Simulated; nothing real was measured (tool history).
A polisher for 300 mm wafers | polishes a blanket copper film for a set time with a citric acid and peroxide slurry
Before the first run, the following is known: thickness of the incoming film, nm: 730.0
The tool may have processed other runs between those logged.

run  hour  flow of slurry (ml/min)  pressure of the wafer on the pad (kPa)  speed of the pad under the wafer (m/s)  abrasive content of the slurry  polishing time (s)  film removed (angstrom)
  1   0.0                      185                                    17.2                                    0.80                             1.0                  79                  1134.40
  2   6.6                      180                                    16.5                                    0.80                             1.0                  79                  1090.80
  3  13.3                      220                                    16.5                                    0.80                             1.0                  79                  1104.40
  4  20.0                      220                                    15.9                                    0.80                             1.0                  79                  1077.50
  5  25.6                      220                                    15.2                                    0.80                             1.0                  79                  1030.70
  6  33.3                      220                                    15.2                                    0.80                             1.1                  79                  1040.00
  7  34.1                      220                                    14.5                                    0.80                             1.1                  79                   997.11
  8  38.2                      220                                    13.8                                    0.80                             1.1                  79                   955.40
  9  40.1                      220                                    13.1                                    0.80                             1.1                  79                   901.59
 10  42.2                      215                                    12.4                                    0.80                             1.1                  79                   870.63
 11  45.7                      190                                     7.6                                    0.78                             1.1                  79                   523.79
 12  49.6                      200                                     7.6                                    0.78                             1.1                  79                   527.12
 13  53.6                      230                                    11.0                                    0.78                             1.1                  79                   755.81
     55.7  -- worn pad replaced by a new one
 14  55.7                      220                                    11.0                                    0.78                             1.1                  79                   805.16
 15  57.9                      215                                    11.0                                    0.78                             1.1                  79                   803.43

What does the tool deliver on the next run?
 16  60.0                      205                                    11.0                                    0.78                             1.1                  79                        ?

film removed (angstrom): 799.29

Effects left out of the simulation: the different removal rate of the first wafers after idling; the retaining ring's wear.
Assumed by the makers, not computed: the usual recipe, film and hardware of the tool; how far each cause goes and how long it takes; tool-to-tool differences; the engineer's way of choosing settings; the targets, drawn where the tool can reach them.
